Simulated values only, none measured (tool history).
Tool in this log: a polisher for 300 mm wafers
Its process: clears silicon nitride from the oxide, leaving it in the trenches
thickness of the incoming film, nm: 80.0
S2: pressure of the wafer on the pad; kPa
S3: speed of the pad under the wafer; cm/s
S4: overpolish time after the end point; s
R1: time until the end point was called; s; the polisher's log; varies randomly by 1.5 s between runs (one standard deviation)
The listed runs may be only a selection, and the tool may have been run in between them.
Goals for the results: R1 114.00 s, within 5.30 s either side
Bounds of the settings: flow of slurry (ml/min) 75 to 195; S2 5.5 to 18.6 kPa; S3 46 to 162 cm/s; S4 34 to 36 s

Run 1, day 0.000: flow of slurry (ml/min) 125, S2 11.7 kPa, S3 104 cm/s, S4 34 s. Result: R1 171.49 s.
Run 2, day 0.233: flow of slurry (ml/min) 125, S2 11.7 kPa, S3 86 cm/s, S4 34 s. Result: R1 202.43 s.
Run 3, day 0.350: flow of slurry (ml/min) 130, S2 13.1 kPa, S3 86 cm/s, S4 34 s. Result: R1 184.63 s.
Run 4, day 0.508: flow of slurry (ml/min) 130, S2 11.0 kPa, S3 86 cm/s, S4 34 s. Result: R1 222.13 s.
Run 5, day 0.550: flow of slurry (ml/min) 100, S2 11.0 kPa, S3 86 cm/s, S4 34 s. Result: R1 222.75 s.
Run 6, day 0.671: flow of slurry (ml/min) 100, S2 12.4 kPa, S3 88 cm/s, S4 34 s. Result: R1 195.96 s.
Run 7, day 0.800: flow of slurry (ml/min) 100, S2 13.8 kPa, S3 90 cm/s, S4 34 s. Result: R1 176.60 s.
Run 8, day 1.038: flow of slurry (ml/min) 100, S2 15.2 kPa, S3 92 cm/s, S4 34 s. Result: R1 156.61 s.
Run 9, day 1.292: flow of slurry (ml/min) 100, S2 15.9 kPa, S3 94 cm/s, S4 34 s. Result: R1 143.97 s.
Run 10, day 1.479: flow of slurry (ml/min) 100, S2 16.5 kPa, S3 94 cm/s, S4 34 s. Result: R1 136.73 s.
Run 11, day 1.783: flow of slurry (ml/min) 100, S2 17.2 kPa, S3 94 cm/s, S4 34 s. Result: R1 132.48 s.
Run 12, day 1.829: flow of slurry (ml/min) 100, S2 17.2 kPa, S3 96 cm/s, S4 34 s. Result: R1 132.12 s.
Run 13, day 1.992: flow of slurry (ml/min) 100, S2 17.2 kPa, S3 98 cm/s, S4 34 s. Result: R1 127.65 s.
Run 14, day 2.292: flow of slurry (ml/min) 100, S2 17.9 kPa, S3 98 cm/s, S4 34 s. Result: R1 121.48 s.
Run 15, day 2.325: flow of slurry (ml/min) 100, S2 17.9 kPa, S3 98 cm/s, S4 34 s. Result: R1 124.82 s.

Which single option among these 4 for the next run brings every result within its allowed miss of target? Just one does.
Run A, day 2.358: flow of slurry (ml/min) 75, S2 16.5 kPa, S3 130 cm/s, S4 36 s. Result: R1 ?.
Run B, day 2.358: flow of slurry (ml/min) 85, S2 18.6 kPa, S3 116 cm/s, S4 35 s. Result: R1 ?.
Run C, day 2.358: flow of slurry (ml/min) 115, S2 18.6 kPa, S3 110 cm/s, S4 34 s. Result: R1 ?.
Run D, day 2.358: flow of slurry (ml/min) 110, S2 18.6 kPa, S3 100 cm/s, S4 34 s. Result: R1 ?.

move      R1
   A  107.54
   B  105.10
   C  105.94
   D  116.94
A: carries the result that was furthest off beyond its target, to the other side
B: carries the result that was furthest off beyond its target, to the other side
C: carries the result that was furthest off beyond its target, to the other side
D: hits every target within its allowed miss
Answer: D
